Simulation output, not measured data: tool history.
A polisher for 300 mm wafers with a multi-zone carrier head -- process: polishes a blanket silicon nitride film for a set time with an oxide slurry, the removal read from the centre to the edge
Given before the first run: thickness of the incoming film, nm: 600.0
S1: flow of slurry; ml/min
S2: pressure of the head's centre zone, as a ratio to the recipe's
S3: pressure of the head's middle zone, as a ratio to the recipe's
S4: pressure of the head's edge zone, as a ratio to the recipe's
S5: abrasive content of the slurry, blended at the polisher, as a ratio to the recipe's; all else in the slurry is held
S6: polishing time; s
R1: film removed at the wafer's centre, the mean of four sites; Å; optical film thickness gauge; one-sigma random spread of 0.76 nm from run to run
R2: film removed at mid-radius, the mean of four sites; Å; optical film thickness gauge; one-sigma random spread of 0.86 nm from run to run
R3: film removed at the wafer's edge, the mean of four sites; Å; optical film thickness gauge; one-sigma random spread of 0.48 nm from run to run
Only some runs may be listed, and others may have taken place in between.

Run 1, day 0: S1 225 ml/min, S2 1, S3 1, S4 1, S5 1, S6 86 s. Result: R1 634.92 Å, R2 642.83 Å, R3 651.7 Å.
Run 2, day 0.192: S1 225 ml/min, S2 1, S3 0.95, S4 1, S5 1, S6 86 s. Result: R1 635.22 Å, R2 615.13 Å, R3 637.97 Å.
Run 3, day 0.404: S1 235 ml/min, S2 1.02, S3 0.98, S4 1.01, S5 1, S6 86 s. Result: R1 648.39 Å, R2 634.56 Å, R3 653.52 Å.
Run 4, day 0.579: S1 235 ml/min, S2 1.02, S3 1.04, S4 1.01, S5 1, S6 86 s. Result: R1 648.18 Å, R2 669.03 Å, R3 656.37 Å.
Run 5, day 0.825: S1 240 ml/min, S2 1.04, S3 1.06, S4 1.03, S5 1, S6 86 s. Result: R1 670.02 Å, R2 677.06 Å, R3 654.52 Å.
Run 6, day 1.142: S1 245 ml/min, S2 1.04, S3 1.07, S4 1.04, S5 1.05, S6 86 s. Result: R1 683.02 Å, R2 697.29 Å, R3 672.39 Å.
Run 7, day 1.404: S1 245 ml/min, S2 1.04, S3 1.08, S4 1.05, S5 1.1, S6 86 s. Result: R1 689.61 Å, R2 717.29 Å, R3 679.8 Å.

The next listed run, before its measurement:
Run 8, day 1.446: S1 250 ml/min, S2 1.04, S3 1.08, S4 1.06, S5 1.15, S6 86 s. Result: R1 ?, R2 ?, R3 ?.

{"run 8": {"R1": 698.83, "R2": 736.15, "R3": 706.55}}
